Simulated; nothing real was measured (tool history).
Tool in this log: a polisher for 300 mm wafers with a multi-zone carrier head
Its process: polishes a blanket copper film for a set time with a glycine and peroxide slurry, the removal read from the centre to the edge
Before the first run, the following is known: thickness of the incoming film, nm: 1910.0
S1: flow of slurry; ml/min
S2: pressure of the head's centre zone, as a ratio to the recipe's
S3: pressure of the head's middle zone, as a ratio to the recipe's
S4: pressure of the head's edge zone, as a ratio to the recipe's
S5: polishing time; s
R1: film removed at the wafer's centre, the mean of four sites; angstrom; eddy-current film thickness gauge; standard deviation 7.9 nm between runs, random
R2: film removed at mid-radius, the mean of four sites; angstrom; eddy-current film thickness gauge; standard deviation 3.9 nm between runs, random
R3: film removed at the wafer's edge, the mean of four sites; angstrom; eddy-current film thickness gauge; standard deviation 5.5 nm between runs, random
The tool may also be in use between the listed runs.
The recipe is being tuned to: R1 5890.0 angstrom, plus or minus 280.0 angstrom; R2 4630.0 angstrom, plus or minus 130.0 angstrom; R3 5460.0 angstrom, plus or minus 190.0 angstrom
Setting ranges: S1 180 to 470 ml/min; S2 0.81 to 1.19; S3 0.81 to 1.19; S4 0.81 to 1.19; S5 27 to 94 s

{"run": 1, "hour": 0.0, "S1": 300, "S2": 1.0, "S3": 1.0, "S4": 1.0, "S5": 60, "R1": 4215.3, "R2": 4109.6, "R3": 4317.8}
{"run": 2, "hour": 1.6, "S1": 300, "S2": 1.0, "S3": 0.97, "S4": 1.0, "S5": 60, "R1": 4156.0, "R2": 4033.1, "R3": 4338.0}
{"run": 3, "hour": 3.0, "S1": 375, "S2": 1.0, "S3": 0.97, "S4": 1.0, "S5": 60, "R1": 4348.9, "R2": 4100.3, "R3": 4364.4}
{"run": 4, "hour": 8.7, "S1": 375, "S2": 1.0, "S3": 0.97, "S4": 0.95, "S5": 60, "R1": 4414.6, "R2": 4086.2, "R3": 4229.8}
{"run": 5, "hour": 13.1, "S1": 375, "S2": 1.05, "S3": 0.96, "S4": 1.0, "S5": 63, "R1": 4704.3, "R2": 4243.1, "R3": 4635.5}
{"run": 6, "hour": 13.7, "S1": 385, "S2": 1.09, "S3": 0.95, "S4": 1.01, "S5": 65, "R1": 5198.4, "R2": 4330.7, "R3": 4710.7}
{"run": 7, "hour": 16.9, "S1": 385, "S2": 1.09, "S3": 0.95, "S4": 1.01, "S5": 65, "R1": 5124.6, "R2": 4351.8, "R3": 4828.4}
{"run": 8, "hour": 19.1, "S1": 390, "S2": 1.12, "S3": 0.95, "S4": 1.03, "S5": 66, "R1": 5278.2, "R2": 4392.2, "R3": 4888.9}
{"run": 9, "hour": 27.4, "S1": 390, "S2": 1.12, "S3": 0.95, "S4": 1.03, "S5": 66, "R1": 5291.8, "R2": 4429.9, "R3": 4909.6}
{"hour": 34.4, "done": "edge zone pressure recalibrated"}
{"run": 10, "hour": 34.4, "S1": 395, "S2": 1.14, "S3": 0.94, "S4": 1.05, "S5": 67, "R1": 5496.3, "R2": 4517.7, "R3": 4860.8}
{"run": 11, "hour": 41.0, "S1": 395, "S2": 1.14, "S3": 0.94, "S4": 1.05, "S5": 67, "R1": 5418.6, "R2": 4422.8, "R3": 4818.4}
{"run": 12, "hour": 41.5, "S1": 385, "S2": 1.12, "S3": 0.92, "S4": 1.02, "S5": 69, "R1": 5466.5, "R2": 4596.4, "R3": 4889.4}
{"run": 13, "hour": 45.3, "S1": 405, "S2": 1.13, "S3": 0.94, "S4": 1.05, "S5": 69, "R1": 5571.6, "R2": 4572.9, "R3": 5001.1}
{"run": 14, "hour": 54.3, "S1": 420, "S2": 1.14, "S3": 0.93, "S4": 1.14, "S5": 72, "R1": 5885.1, "R2": 4831.0, "R3": 5433.4}
{"run": 15, "hour": 61.5, "S1": 420, "S2": 1.14, "S3": 0.93, "S4": 1.14, "S5": 72, "R1": 5935.3, "R2": 4797.7, "R3": 5323.9}

Below are 4 possible settings for the next run. Only one of them brings all results inside the allowed miss of their targets. Which is it?
{"run": "A", "hour": 68.7, "S1": 395, "S2": 1.14, "S3": 0.98, "S4": 1.18, "S5": 72, "R1": "?", "R2": "?", "R3": "?"}
{"run": "B", "hour": 68.7, "S1": 405, "S2": 1.09, "S3": 0.84, "S4": 1.05, "S5": 75, "R1": "?", "R2": "?", "R3": "?"}
{"run": "C", "hour": 68.7, "S1": 350, "S2": 1.04, "S3": 1.01, "S4": 1.17, "S5": 73, "R1": "?", "R2": "?", "R3": "?"}
{"run": "D", "hour": 68.7, "S1": 460, "S2": 1.15, "S3": 0.97, "S4": 1.06, "S5": 69, "R1": "?", "R2": "?", "R3": "?"}

move=A R1=5961.1 R2=4972.6 R3=5532.4
move=B R1=5950.4 R2=4615.9 R3=5494.5
move=C R1=5465.3 R2=5112.2 R3=5542.0
move=D R1=5831.1 R2=4780.1 R3=5103.0
A: misses by more than the last run did
B: all results land within tolerance of their targets
C: misses by more than the last run did
D: misses by more than the last run did
The right move is B.
